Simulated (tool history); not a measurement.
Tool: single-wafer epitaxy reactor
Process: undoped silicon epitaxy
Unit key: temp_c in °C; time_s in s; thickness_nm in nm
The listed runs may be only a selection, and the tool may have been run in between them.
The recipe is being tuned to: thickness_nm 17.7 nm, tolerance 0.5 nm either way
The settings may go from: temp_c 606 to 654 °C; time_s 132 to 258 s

Run 1, hour 0: temp_c 630 °C, time_s 195 s. Result: thickness_nm 20.487 nm.
Run 2, hour 2.9: temp_c 626 °C, time_s 195 s. Result: thickness_nm 18.803 nm.
Run 3, hour 4.7: temp_c 626 °C, time_s 169 s. Result: thickness_nm 16.398 nm.
Run 4, hour 10.3: temp_c 627 °C, time_s 169 s. Result: thickness_nm 16.728 nm.
Run 5, hour 16.9: temp_c 627 °C, time_s 187 s. Result: thickness_nm 18.461 nm.
Run 6, hour 21.5: temp_c 620 °C, time_s 187 s. Result: thickness_nm 16.129 nm.
Run 7, hour 30.5: temp_c 621 °C, time_s 187 s. Result: thickness_nm 16.465 nm.
Run 8, hour 36.1: temp_c 622 °C, time_s 187 s. Result: thickness_nm 16.833 nm.
Run 9, hour 39.7: temp_c 623 °C, time_s 187 s. Result: thickness_nm 17.174 nm.

Which one of the following 4 next-run settings gets every result inside its allowed miss? There is exactly one.
Run A, hour 43.3: temp_c 621 °C, time_s 191 s. Result: thickness_nm ?.
Run B, hour 43.3: temp_c 619 °C, time_s 191 s. Result: thickness_nm ?.
Run C, hour 43.3: temp_c 622 °C, time_s 198 s. Result: thickness_nm ?.
Run D, hour 43.3: temp_c 624 °C, time_s 174 s. Result: thickness_nm ?.

move  thickness_nm
   A        16.901
   B        16.224
   C        17.881
   D        16.365
A: moves away from the targets compared with the last run
B: moves away from the targets compared with the last run
C: all results in spec
D: moves away from the targets compared with the last run
Correct choice: C, which meets every target
